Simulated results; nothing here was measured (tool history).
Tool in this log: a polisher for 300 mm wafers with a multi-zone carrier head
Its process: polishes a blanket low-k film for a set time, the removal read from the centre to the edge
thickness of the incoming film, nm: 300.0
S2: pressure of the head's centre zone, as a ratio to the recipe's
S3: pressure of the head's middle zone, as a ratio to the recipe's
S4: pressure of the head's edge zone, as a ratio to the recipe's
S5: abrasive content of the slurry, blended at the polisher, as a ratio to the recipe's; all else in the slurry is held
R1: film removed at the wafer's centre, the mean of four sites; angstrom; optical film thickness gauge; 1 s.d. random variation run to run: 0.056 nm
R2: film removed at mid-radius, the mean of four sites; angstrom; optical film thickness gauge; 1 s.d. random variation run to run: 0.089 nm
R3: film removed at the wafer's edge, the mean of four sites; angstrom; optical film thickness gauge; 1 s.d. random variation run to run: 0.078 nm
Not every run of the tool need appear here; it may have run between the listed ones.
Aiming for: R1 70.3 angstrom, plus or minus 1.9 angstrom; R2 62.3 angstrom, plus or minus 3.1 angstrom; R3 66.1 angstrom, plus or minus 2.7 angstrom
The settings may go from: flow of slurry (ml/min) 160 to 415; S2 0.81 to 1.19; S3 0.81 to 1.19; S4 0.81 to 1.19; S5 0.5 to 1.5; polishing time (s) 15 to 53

Run 1, hour 0: flow of slurry (ml/min) 265, S2 1, S3 1, S4 1, S5 1, polishing time (s) 34. Result: R1 107.17 angstrom, R2 108.41 angstrom, R3 111.3 angstrom.
Run 2, hour 7.1: flow of slurry (ml/min) 265, S2 1, S3 1, S4 0.94, S5 1, polishing time (s) 34. Result: R1 107.21 angstrom, R2 109.08 angstrom, R3 108.7 angstrom.
Run 3, hour 14: flow of slurry (ml/min) 265, S2 1.01, S3 0.98, S4 0.93, S5 0.9, polishing time (s) 32. Result: R1 96.995 angstrom, R2 96.154 angstrom, R3 95.73 angstrom.
Run 4, hour 22.1: flow of slurry (ml/min) 335, S2 1.01, S3 0.98, S4 0.93, S5 0.9, polishing time (s) 32. Result: R1 99.213 angstrom, R2 97.066 angstrom, R3 97.392 angstrom.
Run 5, hour 27: flow of slurry (ml/min) 340, S2 1.01, S3 0.96, S4 0.92, S5 0.8, polishing time (s) 31. Result: R1 92.619 angstrom, R2 90.061 angstrom, R3 87.406 angstrom.
Run 6, hour 32.1: flow of slurry (ml/min) 370, S2 1.01, S3 0.96, S4 0.92, S5 0.8, polishing time (s) 31. Result: R1 91.964 angstrom, R2 87.18 angstrom, R3 89.591 angstrom.
Run 7, hour 40.7: flow of slurry (ml/min) 375, S2 1, S3 0.94, S4 0.91, S5 0.75, polishing time (s) 30. Result: R1 86.675 angstrom, R2 83.013 angstrom, R3 83.78 angstrom.
Run 8, hour 46.6: flow of slurry (ml/min) 300, S2 1, S3 0.84, S4 0.89, S5 0.5, polishing time (s) 27. Result: R1 60.567 angstrom, R2 54.821 angstrom, R3 59.1 angstrom.
Run 9, hour 47.7: flow of slurry (ml/min) 310, S2 1.01, S3 0.85, S4 0.9, S5 0.5, polishing time (s) 27. Result: R1 60.653 angstrom, R2 55.072 angstrom, R3 60.81 angstrom.
Run 10, hour 50: flow of slurry (ml/min) 320, S2 1.03, S3 0.87, S4 0.9, S5 0.5, polishing time (s) 27. Result: R1 62.132 angstrom, R2 56.51 angstrom, R3 60.373 angstrom.
Run 11, hour 58.6: flow of slurry (ml/min) 330, S2 1.04, S3 0.88, S4 0.91, S5 0.5, polishing time (s) 27. Result: R1 63.374 angstrom, R2 57.082 angstrom, R3 59.474 angstrom.
Run 12, hour 62.9: flow of slurry (ml/min) 340, S2 1.04, S3 0.88, S4 0.92, S5 0.5, polishing time (s) 27. Result: R1 64.155 angstrom, R2 57.179 angstrom, R3 60.125 angstrom.
Run 13, hour 68.7: flow of slurry (ml/min) 365, S2 1.08, S3 0.93, S4 1.02, S5 0.6, polishing time (s) 27. Result: R1 73.765 angstrom, R2 65.973 angstrom, R3 72.223 angstrom.
Run 14, hour 69.6: flow of slurry (ml/min) 355, S2 1.08, S3 0.93, S4 1.01, S5 0.6, polishing time (s) 27. Result: R1 73.666 angstrom, R2 65.466 angstrom, R3 70.567 angstrom.
Run 15, hour 74.1: flow of slurry (ml/min) 345, S2 1.08, S3 0.93, S4 1, S5 0.6, polishing time (s) 27. Result: R1 75.072 angstrom, R2 66.386 angstrom, R3 69.813 angstrom.
Run 16, hour 82.6: flow of slurry (ml/min) 335, S2 1.08, S3 0.92, S4 0.99, S5 0.6, polishing time (s) 27. Result: R1 73.978 angstrom, R2 65.139 angstrom, R3 69.479 angstrom.
Run 17, hour 88.6: flow of slurry (ml/min) 330, S2 1.08, S3 0.92, S4 0.98, S5 0.6, polishing time (s) 27. Result: R1 73.5 angstrom, R2 66.451 angstrom, R3 69.558 angstrom.
Run 18, hour 93.8: flow of slurry (ml/min) 310, S2 1.08, S3 0.87, S4 0.93, S5 0.55, polishing time (s) 27. Result: R1 70.171 angstrom, R2 59.7 angstrom, R3 63.815 angstrom.
Run 19, hour 99.6: flow of slurry (ml/min) 310, S2 1.08, S3 0.88, S4 0.94, S5 0.55, polishing time (s) 27. Result: R1 69.765 angstrom, R2 58.269 angstrom, R3 65.274 angstrom.
Run 20, hour 104.3: flow of slurry (ml/min) 325, S2 1.07, S3 0.95, S4 0.91, S5 0.6, polishing time (s) 27. Result: R1 72.942 angstrom, R2 66.906 angstrom, R3 68.84 angstrom.
Run 21, hour 111: flow of slurry (ml/min) 320, S2 1.07, S3 0.94, S4 0.91, S5 0.6, polishing time (s) 27. Result: R1 71.698 angstrom, R2 64.943 angstrom, R3 67.385 angstrom.
Run 22, hour 111.7: flow of slurry (ml/min) 315, S2 1.07, S3 0.93, S4 0.91, S5 0.6, polishing time (s) 27. Result: R1 73.129 angstrom, R2 64.855 angstrom, R3 67.308 angstrom.
Run 23, hour 112.7: flow of slurry (ml/min) 310, S2 1.07, S3 0.92, S4 0.91, S5 0.6, polishing time (s) 27. Result: R1 71.697 angstrom, R2 63.995 angstrom, R3 65.981 angstrom.
Run 24, hour 117.6: flow of slurry (ml/min) 305, S2 1.07, S3 0.92, S4 0.91, S5 0.6, polishing time (s) 27. Result: R1 72.243 angstrom, R2 62.862 angstrom, R3 67.292 angstrom.
Run 25, hour 125: flow of slurry (ml/min) 305, S2 1.07, S3 0.92, S4 0.91, S5 0.6, polishing time (s) 27. Result: R1 72.8 angstrom, R2 63.885 angstrom, R3 67.422 angstrom.

Exercise: of the 5 proposed moves below, exactly one satisfies all targets within the stated allowed misses. Which move is it?
Run A, hour 132.4: flow of slurry (ml/min) 225, S2 1.15, S3 0.84, S4 0.97, S5 0.55, polishing time (s) 28. Result: R1 ?, R2 ?, R3 ?.
Run B, hour 132.4: flow of slurry (ml/min) 225, S2 1.06, S3 0.86, S4 0.81, S5 0.55, polishing time (s) 31. Result: R1 ?, R2 ?, R3 ?.
Run C, hour 132.4: flow of slurry (ml/min) 245, S2 1.09, S3 0.91, S4 0.84, S5 0.5, polishing time (s) 31. Result: R1 ?, R2 ?, R3 ?.
Run D, hour 132.4: flow of slurry (ml/min) 210, S2 1.06, S3 0.9, S4 0.87, S5 0.65, polishing time (s) 27. Result: R1 ?, R2 ?, R3 ?.
Run E, hour 132.4: flow of slurry (ml/min) 250, S2 1, S3 0.98, S4 0.94, S5 0.65, polishing time (s) 26. Result: R1 ?, R2 ?, R3 ?.

move      R1      R2      R3
   A  74.574  57.021  65.285
   B   76.07  64.305  66.566
   C  75.137  64.348  64.615
   D  71.715  62.811  64.981
   E      67  66.245  66.002
A: further off than the last run
B: further off than the last run
C: further off than the last run
D: all results land within tolerance of their targets
E: takes the result that was furthest off past its target
Correct choice: D, which meets every target
